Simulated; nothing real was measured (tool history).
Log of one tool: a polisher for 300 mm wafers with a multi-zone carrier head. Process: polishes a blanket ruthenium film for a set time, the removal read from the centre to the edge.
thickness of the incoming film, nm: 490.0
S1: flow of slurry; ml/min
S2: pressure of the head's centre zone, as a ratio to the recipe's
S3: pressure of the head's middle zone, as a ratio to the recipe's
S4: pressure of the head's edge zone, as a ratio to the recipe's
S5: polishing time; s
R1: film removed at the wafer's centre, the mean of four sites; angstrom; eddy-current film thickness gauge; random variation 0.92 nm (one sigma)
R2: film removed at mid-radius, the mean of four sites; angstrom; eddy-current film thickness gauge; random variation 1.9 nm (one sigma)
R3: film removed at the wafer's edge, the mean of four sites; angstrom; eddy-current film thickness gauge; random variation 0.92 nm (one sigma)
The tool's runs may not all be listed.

| run | hour | S1 | S2 | S3 | S4 | S5 | R1 | R2 | R3 |
|---|---|---|---|---|---|---|---|---|---|
| 1 | 0 | 245 | 1 | 1 | 1 | 80 | 885.17 | 896.87 | 901.59 |
| 2 | 5.2 | 245 | 1 | 1 | 1 | 73 | 790.78 | 827.8 | 819.1 |
| 3 | 11.8 | 245 | 1 | 1.08 | 1 | 73 | 796.13 | 846.69 | 809.98 |
| 4 | 12.8 | 245 | 1 | 1.08 | 1 | 88 | 958.82 | 1037.7 | 990.9 |
| 5 | 16.2 | 255 | 1 | 1.08 | 1.04 | 92 | 1002.6 | 1093.8 | 1049.7 |
|  | 20.3 | worn pad replaced by a new one |
| 6 | 20.3 | 255 | 1 | 1.08 | 1.04 | 78 | 920.51 | 986.79 | 962.37 |
| 7 | 28.5 | 280 | 0.99 | 1.08 | 1.07 | 77 | 918.27 | 991.26 | 969.61 |
| 8 | 32.9 | 215 | 0.96 | 1.06 | 1.16 | 99 | 1117.6 | 1231 | 1272.8 |
| 9 | 36.6 | 225 | 0.96 | 1.06 | 1.17 | 99 | 1135 | 1209.2 | 1284.9 |
| 10 | 40.9 | 235 | 0.96 | 1.07 | 1.17 | 99 | 1121.7 | 1273 | 1298.2 |
| 11 | 48.1 | 240 | 0.97 | 1.06 | 1.18 | 99 | 1138.9 | 1217.5 | 1305.1 |

Forecast run 12:
| 12 | 54.2 | 245 | 0.97 | 1.07 | 1.18 | 99 | ? | ? | ? |

{"run 12": {"R1": 1141.5, "R2": 1267.8, "R3": 1305.5}}
